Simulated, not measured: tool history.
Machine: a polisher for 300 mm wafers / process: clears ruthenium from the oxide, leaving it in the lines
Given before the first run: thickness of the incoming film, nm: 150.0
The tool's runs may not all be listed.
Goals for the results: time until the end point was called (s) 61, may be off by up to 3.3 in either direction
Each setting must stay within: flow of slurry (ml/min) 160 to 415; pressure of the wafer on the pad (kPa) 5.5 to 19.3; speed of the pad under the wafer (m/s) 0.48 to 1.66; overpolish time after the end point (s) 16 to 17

| run | hour | flow of slurry (ml/min) | pressure of the wafer on the pad (kPa) | speed of the pad under the wafer (m/s) | overpolish time after the end point (s) | time until the end point was called (s) |
|---|---|---|---|---|---|---|
| 1 | 0 | 265 | 12.4 | 1.06 | 16 | 117.72 |
| 2 | 7.3 | 265 | 11 | 1.06 | 16 | 131.22 |
| 3 | 15.8 | 265 | 12.4 | 1.06 | 16 | 115.91 |
| 4 | 22.6 | 265 | 13.8 | 1.08 | 16 | 104.39 |
| 5 | 27.3 | 230 | 13.8 | 1.08 | 16 | 104.48 |
| 6 | 32.1 | 230 | 13.8 | 1.08 | 17 | 105.8 |
| 7 | 38.9 | 235 | 17.2 | 1.24 | 17 | 75.797 |
| 8 | 46.7 | 235 | 17.9 | 1.26 | 17 | 69.654 |
| 9 | 51.1 | 235 | 17.9 | 1.26 | 17 | 71.035 |
| 10 | 52.7 | 235 | 17.9 | 1.28 | 17 | 70.446 |
| 11 | 54.8 | 235 | 17.9 | 1.3 | 17 | 66.512 |

5 candidate next runs follow, results not yet known. Just one meets every target within its allowed miss. Identify it.
| A | 56.9 | 290 | 18.6 | 1.28 | 17 | ? |
| B | 56.9 | 245 | 17.9 | 1.26 | 17 | ? |
| C | 56.9 | 200 | 17.9 | 1.46 | 17 | ? |
| D | 56.9 | 230 | 16.5 | 1.42 | 17 | ? |
| E | 56.9 | 225 | 18.6 | 1.16 | 17 | ? |

| move | time until the end point was called (s) |
|---|---|
| A | 68.124 |
| B | 72.507 |
| C | 63.706 |
| D | 69.875 |
| E | 76.291 |
A: lands further from the targets than the last run did
B: lands further from the targets than the last run did
C: in spec on every target
D: lands further from the targets than the last run did
E: lands further from the targets than the last run did
C is the move that brings every result within its allowed miss.

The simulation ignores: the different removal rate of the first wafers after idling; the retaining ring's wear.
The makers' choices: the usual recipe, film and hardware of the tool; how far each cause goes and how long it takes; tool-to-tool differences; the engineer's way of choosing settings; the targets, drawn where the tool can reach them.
